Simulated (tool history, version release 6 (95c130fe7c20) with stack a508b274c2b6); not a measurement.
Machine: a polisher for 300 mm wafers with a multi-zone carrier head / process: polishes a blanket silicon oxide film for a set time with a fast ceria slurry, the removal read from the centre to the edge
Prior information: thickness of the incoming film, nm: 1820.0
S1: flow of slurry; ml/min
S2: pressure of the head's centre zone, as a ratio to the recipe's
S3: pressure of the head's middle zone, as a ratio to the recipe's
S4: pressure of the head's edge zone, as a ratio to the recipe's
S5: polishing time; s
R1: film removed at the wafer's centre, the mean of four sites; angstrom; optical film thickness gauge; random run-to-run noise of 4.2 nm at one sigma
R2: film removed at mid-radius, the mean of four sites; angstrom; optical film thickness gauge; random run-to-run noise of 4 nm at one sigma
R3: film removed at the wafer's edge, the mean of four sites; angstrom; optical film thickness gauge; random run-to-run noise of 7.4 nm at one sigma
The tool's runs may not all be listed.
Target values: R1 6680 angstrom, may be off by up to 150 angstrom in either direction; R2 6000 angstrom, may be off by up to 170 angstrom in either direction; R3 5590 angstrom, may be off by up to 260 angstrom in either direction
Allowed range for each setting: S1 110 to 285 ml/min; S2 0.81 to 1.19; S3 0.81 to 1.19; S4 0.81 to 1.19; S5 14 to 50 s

Run 1, hour 0: S1 180 ml/min, S2 1, S3 1, S4 1, S5 32 s. Result: R1 7566.3 angstrom, R2 7675.9 angstrom, R3 7088.9 angstrom.
Run 2, hour 4.2: S1 175 ml/min, S2 1.01, S3 0.97, S4 0.96, S5 31 s. Result: R1 7312.6 angstrom, R2 7295.6 angstrom, R3 6875 angstrom.
Run 3, hour 11.8: S1 175 ml/min, S2 1.01, S3 0.9, S4 0.96, S5 31 s. Result: R1 7336 angstrom, R2 6695.8 angstrom, R3 6776.8 angstrom.
Run 4, hour 19.6: S1 175 ml/min, S2 1.01, S3 0.98, S4 0.96, S5 31 s. Result: R1 7307.3 angstrom, R2 7236.2 angstrom, R3 6948.9 angstrom.
Run 5, hour 22.7: S1 195 ml/min, S2 1.01, S3 0.96, S4 1.01, S5 30 s. Result: R1 7123.9 angstrom, R2 7044.2 angstrom, R3 6823.3 angstrom.
Run 6, hour 31.6: S1 195 ml/min, S2 1.01, S3 0.96, S4 0.94, S5 30 s. Result: R1 7158.7 angstrom, R2 7051.7 angstrom, R3 6776.6 angstrom.
Run 7, hour 34.9: S1 175 ml/min, S2 1.03, S3 0.97, S4 0.92, S5 29 s. Result: R1 6938.2 angstrom, R2 6719.7 angstrom, R3 6314.7 angstrom.
Run 8, hour 41.7: S1 165 ml/min, S2 1.04, S3 0.97, S4 0.9, S5 29 s. Result: R1 7093.3 angstrom, R2 6663 angstrom, R3 6354.2 angstrom.
Run 9, hour 47.8: S1 155 ml/min, S2 1.05, S3 0.98, S4 0.88, S5 28 s. Result: R1 6709.5 angstrom, R2 6430.1 angstrom, R3 5856.5 angstrom.
Run 10, hour 51.9: S1 150 ml/min, S2 1.06, S3 0.97, S4 0.88, S5 28 s. Result: R1 6778.8 angstrom, R2 6300.5 angstrom, R3 5796.7 angstrom.
Run 11, hour 58.1: S1 145 ml/min, S2 1.06, S3 0.96, S4 0.88, S5 28 s. Result: R1 6722.9 angstrom, R2 6259.5 angstrom, R3 5928.4 angstrom.
Run 12, hour 61: S1 145 ml/min, S2 1.07, S3 0.96, S4 0.87, S5 28 s. Result: R1 6717.9 angstrom, R2 6246.5 angstrom, R3 5795.2 angstrom.
Run 13, hour 64.6: S1 140 ml/min, S2 1.08, S3 0.96, S4 0.86, S5 28 s. Result: R1 6787.4 angstrom, R2 6167.9 angstrom, R3 5835.8 angstrom.

Next run, 4 choices. One meets every target within its allowed miss, the rest don't. Which?
Run A, hour 68.2: S1 115 ml/min, S2 1.17, S3 1.04, S4 0.89, S5 28 s. Result: R1 ?, R2 ?, R3 ?.
Run B, hour 68.2: S1 125 ml/min, S2 1.03, S3 1.01, S4 0.82, S5 29 s. Result: R1 ?, R2 ?, R3 ?.
Run C, hour 68.2: S1 230 ml/min, S2 1.01, S3 0.96, S4 0.81, S5 27 s. Result: R1 ?, R2 ?, R3 ?.
Run D, hour 68.2: S1 150 ml/min, S2 1.08, S3 0.94, S4 0.84, S5 27 s. Result: R1 ?, R2 ?, R3 ?.

move      R1      R2      R3
   A    7001  6374.9    5765
   B  6506.8  6578.6  5838.9
   C  6632.8  6505.4  5813.4
   D  6607.6  6008.5    5635
A: the biggest miss grows against the last run
B: the biggest miss grows against the last run
C: the biggest miss grows against the last run
D: every result within its allowed miss
Go with D: it meets all targets.
